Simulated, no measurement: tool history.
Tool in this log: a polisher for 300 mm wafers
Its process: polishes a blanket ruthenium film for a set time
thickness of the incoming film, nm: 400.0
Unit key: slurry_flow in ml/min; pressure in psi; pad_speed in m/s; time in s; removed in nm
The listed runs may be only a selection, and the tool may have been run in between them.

run 1 hour=0.0 | slurry_flow=150 pressure=2.2 pad_speed=0.98 time=107 | removed=125.63
run 2 hour=7.8 | slurry_flow=165 pressure=2.2 pad_speed=0.98 time=107 | removed=127.00
run 3 hour=14.3 | slurry_flow=165 pressure=2.2 pad_speed=0.98 time=112 | removed=136.41
run 4 hour=20.3 | slurry_flow=185 pressure=2.2 pad_speed=0.98 time=112 | removed=138.37
run 5 hour=21.7 | slurry_flow=185 pressure=2.1 pad_speed=0.96 time=112 | removed=128.50
run 6 hour=27.0 | slurry_flow=185 pressure=2.0 pad_speed=0.94 time=112 | removed=127.35
run 7 hour=33.1 | slurry_flow=185 pressure=2.0 pad_speed=0.94 time=112 | removed=122.71

Run 8, settings as shown, results not yet in. Your forecast:
run 8 hour=33.7 | slurry_flow=185 pressure=1.9 pad_speed=0.92 time=112 | removed=?

removed: 121.52 nm
